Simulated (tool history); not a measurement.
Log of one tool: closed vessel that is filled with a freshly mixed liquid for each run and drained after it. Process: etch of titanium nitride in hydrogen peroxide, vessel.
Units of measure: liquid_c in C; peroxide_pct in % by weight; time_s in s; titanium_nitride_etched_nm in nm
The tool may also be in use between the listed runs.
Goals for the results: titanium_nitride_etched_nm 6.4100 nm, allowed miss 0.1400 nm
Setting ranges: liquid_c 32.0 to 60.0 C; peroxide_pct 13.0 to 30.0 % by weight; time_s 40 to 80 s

run 1 day=0.000 | liquid_c=44.0 peroxide_pct=25.0 time_s=80 | titanium_nitride_etched_nm=3.9276
run 2 day=0.038 | liquid_c=39.5 peroxide_pct=25.0 time_s=80 | titanium_nitride_etched_nm=2.7872
run 3 day=0.104 | liquid_c=39.5 peroxide_pct=25.0 time_s=80 | titanium_nitride_etched_nm=2.7849
run 4 day=0.375 | liquid_c=39.5 peroxide_pct=29.0 time_s=80 | titanium_nitride_etched_nm=2.8587
run 5 day=0.654 | liquid_c=36.5 peroxide_pct=29.0 time_s=80 | titanium_nitride_etched_nm=2.2778
run 6 day=1.025 | liquid_c=34.0 peroxide_pct=29.0 time_s=80 | titanium_nitride_etched_nm=1.8642
run 7 day=1.312 | liquid_c=34.0 peroxide_pct=29.0 time_s=80 | titanium_nitride_etched_nm=1.8655
run 8 day=1.679 | liquid_c=39.5 peroxide_pct=29.0 time_s=80 | titanium_nitride_etched_nm=2.8607
run 9 day=1.821 | liquid_c=43.0 peroxide_pct=29.0 time_s=80 | titanium_nitride_etched_nm=3.7748
run 10 day=2.188 | liquid_c=45.5 peroxide_pct=29.0 time_s=80 | titanium_nitride_etched_nm=4.5672
run 11 day=2.408 | liquid_c=47.0 peroxide_pct=29.0 time_s=80 | titanium_nitride_etched_nm=5.0431
run 12 day=2.579 | liquid_c=48.0 peroxide_pct=29.0 time_s=80 | titanium_nitride_etched_nm=5.4546
run 13 day=2.808 | liquid_c=48.5 peroxide_pct=29.0 time_s=80 | titanium_nitride_etched_nm=5.6464
run 14 day=2.900 | liquid_c=49.0 peroxide_pct=29.0 time_s=80 | titanium_nitride_etched_nm=5.9093
run 15 day=2.954 | liquid_c=49.5 peroxide_pct=29.0 time_s=80 | titanium_nitride_etched_nm=6.1256

Next run, 5 choices. One meets every target within its allowed miss, the rest don't. Which?
run A day=3.008 | liquid_c=51.0 peroxide_pct=29.5 time_s=80 | titanium_nitride_etched_nm=?
run B day=3.008 | liquid_c=51.0 peroxide_pct=27.0 time_s=80 | titanium_nitride_etched_nm=?
run C day=3.008 | liquid_c=50.0 peroxide_pct=30.0 time_s=80 | titanium_nitride_etched_nm=?
run D day=3.008 | liquid_c=51.0 peroxide_pct=26.5 time_s=80 | titanium_nitride_etched_nm=?
run E day=3.008 | liquid_c=51.0 peroxide_pct=30.0 time_s=80 | titanium_nitride_etched_nm=?

move=A titanium_nitride_etched_nm=6.7710
move=B titanium_nitride_etched_nm=6.6399
move=C titanium_nitride_etched_nm=6.3241
move=D titanium_nitride_etched_nm=6.6127
move=E titanium_nitride_etched_nm=6.7963
A: the result that was furthest off in the last run now lies on the other side of its target
B: the result that was furthest off in the last run now lies on the other side of its target
C: in spec on every target
D: the result that was furthest off in the last run now lies on the other side of its target
E: the result that was furthest off in the last run now lies on the other side of its target
C meets every target.
